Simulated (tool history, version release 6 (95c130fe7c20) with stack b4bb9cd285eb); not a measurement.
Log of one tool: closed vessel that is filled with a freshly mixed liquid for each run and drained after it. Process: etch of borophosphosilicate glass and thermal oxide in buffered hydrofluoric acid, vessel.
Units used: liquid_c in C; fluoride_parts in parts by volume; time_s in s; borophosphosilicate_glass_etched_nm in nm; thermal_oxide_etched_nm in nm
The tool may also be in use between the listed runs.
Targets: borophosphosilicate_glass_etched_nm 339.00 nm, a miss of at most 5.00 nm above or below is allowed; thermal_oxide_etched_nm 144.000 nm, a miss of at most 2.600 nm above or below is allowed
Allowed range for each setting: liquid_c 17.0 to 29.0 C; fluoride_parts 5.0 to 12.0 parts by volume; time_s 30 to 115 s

run    day  liquid_c  fluoride_parts  time_s  borophosphosilicate_glass_etched_nm  thermal_oxide_etched_nm
  1  0.000      21.0             7.0      60                               212.26                   90.261
  2  0.354      18.5             7.0      60                               184.93                   79.065
  3  0.538      21.0             7.0      60                               214.78                   90.016
  4  0.912      19.5             7.0      60                               196.54                   82.791
  5  1.046      22.0             7.0      60                               226.78                   95.672
  6  1.317      19.5             7.0      60                               196.20                   82.123
  7  1.604      22.0             7.0      60                               225.52                   95.284
  8  1.700      24.0             7.0      60                               251.70                  105.470
  9  1.892      25.0             7.0      60                               265.90                  112.930
 10  2.183      26.0             7.0      60                               276.34                  118.440
 11  2.396      29.0             6.5      60                               350.11                  149.520

Consider the 4 candidate settings below. Which is the only one whose results all fall within their allowed miss of target?
  A  2.608      25.5             7.0      75                                    ?                        ?
  B  2.608      23.5             5.0      60                                    ?                        ?
  C  2.608      23.5             5.5      65                                    ?                        ?
  D  2.608      26.5             5.5      55                                    ?                        ?

move  borophosphosilicate_glass_etched_nm  thermal_oxide_etched_nm
   A                               338.74                  143.460
   B                               327.20                  137.310
   C                               326.11                  137.240
   D                               323.70                  136.560
A: in spec on every target
B: takes the result that was furthest off past its target
C: takes the result that was furthest off past its target
D: takes the result that was furthest off past its target
Go with A: it meets all targets.
